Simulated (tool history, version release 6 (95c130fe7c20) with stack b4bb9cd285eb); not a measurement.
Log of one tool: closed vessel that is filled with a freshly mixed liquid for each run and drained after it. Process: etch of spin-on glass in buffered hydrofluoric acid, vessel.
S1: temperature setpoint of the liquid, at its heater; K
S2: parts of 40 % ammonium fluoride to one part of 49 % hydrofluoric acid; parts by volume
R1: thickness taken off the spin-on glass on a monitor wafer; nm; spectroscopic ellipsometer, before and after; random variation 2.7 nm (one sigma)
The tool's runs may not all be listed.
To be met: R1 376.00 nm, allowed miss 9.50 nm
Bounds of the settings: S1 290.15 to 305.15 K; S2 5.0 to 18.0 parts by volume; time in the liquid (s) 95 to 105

{"run": 1, "hour": 0.0, "S1": 297.15, "S2": 11.0, "time in the liquid (s)": 95, "R1": 195.32}
{"run": 2, "hour": 6.1, "S1": 297.15, "S2": 11.0, "time in the liquid (s)": 105, "R1": 218.88}
{"run": 3, "hour": 11.8, "S1": 298.15, "S2": 11.0, "time in the liquid (s)": 105, "R1": 229.31}
{"run": 4, "hour": 17.0, "S1": 298.15, "S2": 11.0, "time in the liquid (s)": 95, "R1": 208.49}
{"run": 5, "hour": 23.1, "S1": 299.15, "S2": 10.5, "time in the liquid (s)": 95, "R1": 229.29}
{"run": 6, "hour": 30.3, "S1": 299.15, "S2": 8.5, "time in the liquid (s)": 95, "R1": 272.4}
{"run": 7, "hour": 32.4, "S1": 300.15, "S2": 8.5, "time in the liquid (s)": 95, "R1": 287.27}
{"run": 8, "hour": 40.5, "S1": 300.65, "S2": 8.5, "time in the liquid (s)": 95, "R1": 297.38}

Which of these 5 next moves meets every target?
{"run": "A", "hour": 48.6, "S1": 300.65, "S2": 8.0, "time in the liquid (s)": 105, "R1": "?"}
{"run": "B", "hour": 48.6, "S1": 304.15, "S2": 10.0, "time in the liquid (s)": 105, "R1": "?"}
{"run": "C", "hour": 48.6, "S1": 303.65, "S2": 7.5, "time in the liquid (s)": 95, "R1": "?"}
{"run": "D", "hour": 48.6, "S1": 294.65, "S2": 7.0, "time in the liquid (s)": 95, "R1": "?"}
{"run": "E", "hour": 48.6, "S1": 300.65, "S2": 7.5, "time in the liquid (s)": 105, "R1": "?"}

move=A R1=352.15
move=B R1=348.85
move=C R1=400.15
move=D R1=265.73
move=E R1=377.59
A: nearer than the last run, and not there yet
B: nearer than the last run, and not there yet
C: takes the result that was furthest off past its target
D: further off than the last run
E: meets every target
Answer: E

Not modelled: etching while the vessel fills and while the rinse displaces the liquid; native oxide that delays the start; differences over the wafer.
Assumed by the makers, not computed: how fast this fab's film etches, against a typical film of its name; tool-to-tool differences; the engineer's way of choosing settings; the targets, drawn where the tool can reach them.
